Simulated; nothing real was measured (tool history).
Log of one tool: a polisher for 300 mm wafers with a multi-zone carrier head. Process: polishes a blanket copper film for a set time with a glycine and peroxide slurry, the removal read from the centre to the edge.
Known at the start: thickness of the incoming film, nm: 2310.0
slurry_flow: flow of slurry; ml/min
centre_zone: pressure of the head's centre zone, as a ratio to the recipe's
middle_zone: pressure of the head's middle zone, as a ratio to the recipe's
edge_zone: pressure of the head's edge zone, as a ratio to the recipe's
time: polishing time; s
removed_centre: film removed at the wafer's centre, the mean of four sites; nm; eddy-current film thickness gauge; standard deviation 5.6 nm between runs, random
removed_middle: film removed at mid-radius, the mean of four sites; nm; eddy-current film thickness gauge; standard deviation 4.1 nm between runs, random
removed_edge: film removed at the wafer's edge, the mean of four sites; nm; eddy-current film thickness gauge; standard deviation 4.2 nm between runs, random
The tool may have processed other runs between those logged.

run  hour  slurry_flow  centre_zone  middle_zone  edge_zone  time  removed_centre  removed_middle  removed_edge
  1   0.0          135         1.00         1.00       1.00    53          364.87          361.49        352.49
  2   7.2          135         1.00         0.94       1.00    53          360.74          351.00        351.84
  3  11.1          135         1.00         0.94       1.00    63          434.35          414.07        422.32
  4  18.5          135         1.06         0.94       1.00    63          460.31          416.24        424.01
  5  20.8          135         1.06         0.91       1.00    63          457.60          403.83        423.39
  6  23.0          145         1.05         0.94       0.98    63          455.07          418.73        423.47

Expected results for the next run?
  7  27.2          150         1.05         0.97       0.96    63               ?               ?             ?

removed_centre: 476.23 nm
removed_middle: 431.67 nm
removed_edge: 417.49 nm
